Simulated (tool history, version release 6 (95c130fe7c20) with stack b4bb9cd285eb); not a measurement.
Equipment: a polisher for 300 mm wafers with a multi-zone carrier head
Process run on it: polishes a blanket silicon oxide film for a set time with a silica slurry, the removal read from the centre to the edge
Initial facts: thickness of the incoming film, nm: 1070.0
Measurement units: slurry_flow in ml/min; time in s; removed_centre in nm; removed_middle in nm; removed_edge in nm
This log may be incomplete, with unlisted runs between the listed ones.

run,hour,slurry_flow,centre_zone,middle_zone,edge_zone,slurry_solids,time,removed_centre,removed_middle,removed_edge
1,0.0,205,1.00,1.00,1.00,1.00,70,207.90,202.71,202.61
2,6.7,185,1.00,1.00,1.00,1.00,70,204.72,199.35,197.93
3,15.2,185,1.03,1.00,1.00,1.00,70,209.35,203.72,198.86
4,16.3,175,0.99,0.98,0.97,0.90,65,177.27,176.60,173.34
5,16.9,225,0.99,0.98,0.97,0.90,65,182.90,180.34,175.75
6,22.3,225,0.99,0.98,0.97,0.90,52,147.37,142.61,139.93
7,29.3,225,0.97,0.95,0.97,0.80,51,133.69,127.71,132.24
8,35.6,225,0.97,0.95,0.97,0.80,51,135.80,130.99,130.82
9,39.5,225,0.95,0.92,0.97,0.75,51,125.57,126.35,126.83
10,40.6,225,0.95,0.90,0.99,0.70,51,122.79,118.93,123.71
11,46.8,225,0.94,0.88,0.99,0.65,51,116.87,110.19,117.72

The next listed run, before its measurement:
12,48.3,220,0.93,0.87,0.98,0.65,51,?,?,?

Run 12 came out at removed_centre 114.78 nm, removed_middle 107.32 nm, removed_edge 118.29 nm.

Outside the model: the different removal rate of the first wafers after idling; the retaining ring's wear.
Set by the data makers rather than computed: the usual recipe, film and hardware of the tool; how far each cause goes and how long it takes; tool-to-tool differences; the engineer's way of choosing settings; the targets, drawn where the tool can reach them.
